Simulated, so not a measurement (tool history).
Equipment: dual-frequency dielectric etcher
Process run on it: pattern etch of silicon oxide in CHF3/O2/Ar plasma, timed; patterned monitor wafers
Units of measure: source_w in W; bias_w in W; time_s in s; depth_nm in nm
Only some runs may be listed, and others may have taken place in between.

Run 1, hour 0: source_w 850 W, bias_w 184 W, time_s 649.5 s. Result: depth_nm 1461.5 nm.
Run 2, hour 7.4: source_w 750 W, bias_w 161 W, time_s 649.5 s. Result: depth_nm 1313.1 nm.
Run 3, hour 16.4: source_w 750 W, bias_w 161 W, time_s 679 s. Result: depth_nm 1360.7 nm.
Run 4, hour 20: source_w 750 W, bias_w 137 W, time_s 679 s. Result: depth_nm 1245.6 nm.
Run 5, hour 21.9: source_w 750 W, bias_w 137 W, time_s 679 s. Result: depth_nm 1228.1 nm.
Run 6, hour 24.6: source_w 710 W, bias_w 132 W, time_s 678 s. Result: depth_nm 1192.4 nm.
Run 7, hour 26.3: source_w 540 W, bias_w 119 W, time_s 675 s. Result: depth_nm 986.47 nm.

Predict the results of run 8:
Run 8, hour 33.8: source_w 580 W, bias_w 120 W, time_s 675 s. Result: depth_nm ?.

depth_nm: 1019.5 nm

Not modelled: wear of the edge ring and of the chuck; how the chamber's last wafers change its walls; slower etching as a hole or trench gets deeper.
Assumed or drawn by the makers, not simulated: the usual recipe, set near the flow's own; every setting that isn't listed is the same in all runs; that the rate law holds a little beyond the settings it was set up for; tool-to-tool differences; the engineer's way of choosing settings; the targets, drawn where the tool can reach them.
